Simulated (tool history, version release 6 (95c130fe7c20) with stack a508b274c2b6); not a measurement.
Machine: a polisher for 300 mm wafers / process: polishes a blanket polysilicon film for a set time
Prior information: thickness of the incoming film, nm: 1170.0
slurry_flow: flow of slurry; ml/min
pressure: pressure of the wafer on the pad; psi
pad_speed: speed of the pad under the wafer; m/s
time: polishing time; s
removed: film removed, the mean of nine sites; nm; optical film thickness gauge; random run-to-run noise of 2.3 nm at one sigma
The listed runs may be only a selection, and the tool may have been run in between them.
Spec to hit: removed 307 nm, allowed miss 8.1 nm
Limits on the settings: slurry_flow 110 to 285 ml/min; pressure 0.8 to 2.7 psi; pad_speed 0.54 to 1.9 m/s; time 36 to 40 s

run	hour	slurry_flow	pressure	pad_speed	time	removed
1	0	180	1.7	1.22	40	200.53
2	4.3	185	1.8	1.22	40	213.55
3	11.2	185	1.8	1.22	40	212.66
4	16.1	185	1.8	1.44	40	250.75
5	22.3	190	1.8	1.44	40	252
6	27.7	190	1.5	1.44	40	207.58
7	30.6	190	1.6	1.44	40	225.93
8	36.7	195	1.7	1.44	40	240.02
9	40.9	200	1.7	1.44	40	240.08
10	49.1	205	1.7	1.44	40	244.89
11	55.6	210	1.7	1.44	40	243.51
12	61.8	215	1.7	1.44	40	242.16
13	66.2	225	1.9	1.44	40	275.42
14	70.9	235	2	1.44	40	292.17
15	73.2	240	2	1.44	40	293.8
16	74.9	245	2	1.44	40	289.2

Which of these 4 next moves meets every target?
A	76.6	260	1.9	1.6	37	?
B	76.6	240	2	1.4	38	?
C	76.6	245	1.9	1.44	38	?
D	76.6	220	2	1.54	40	?

move	removed
A	284.47
B	266.08
C	261.07
D	302.58
A: moves away from the targets compared with the last run
B: moves away from the targets compared with the last run
C: moves away from the targets compared with the last run
D: meets every target
Answer: D
